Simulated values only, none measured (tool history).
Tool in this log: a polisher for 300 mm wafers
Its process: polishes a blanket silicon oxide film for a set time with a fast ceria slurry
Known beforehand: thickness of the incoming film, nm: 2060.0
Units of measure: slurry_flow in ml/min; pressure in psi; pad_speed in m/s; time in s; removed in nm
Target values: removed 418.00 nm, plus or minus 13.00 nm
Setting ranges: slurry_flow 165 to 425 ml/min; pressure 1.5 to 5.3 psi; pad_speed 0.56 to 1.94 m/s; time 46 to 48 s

run	hour	slurry_flow	pressure	pad_speed	time	removed
1	0.0	275	3.4	1.24	46	903.66
2	9.0	275	3.1	1.20	46	808.21
3	11.2	275	3.1	1.20	46	797.19
4	16.9	305	3.1	1.20	46	805.52
5	18.3	305	3.1	0.94	46	633.99
6	23.4	305	2.9	0.94	46	596.88
7	32.1	305	2.7	0.94	46	561.41
8	36.8	300	1.7	0.92	46	358.39
9	40.7	305	1.9	0.92	46	396.64

Which one of the following 5 next-run settings gets every result inside its allowed miss? There is exactly one.
A	44.6	295	2.1	0.96	47	?
B	44.6	255	1.6	1.04	47	?
C	44.6	305	1.9	0.96	47	?
D	44.6	295	1.9	1.00	48	?
E	44.6	305	2.0	0.86	46	?

move	removed
A	467.46
B	391.16
C	428.39
D	453.78
E	395.05
A: the result that was furthest off in the last run now lies on the other side of its target
B: its largest miss is bigger than the last run's
C: meets every target
D: the result that was furthest off in the last run now lies on the other side of its target
E: its largest miss is bigger than the last run's
C is the move that brings every result within its allowed miss.
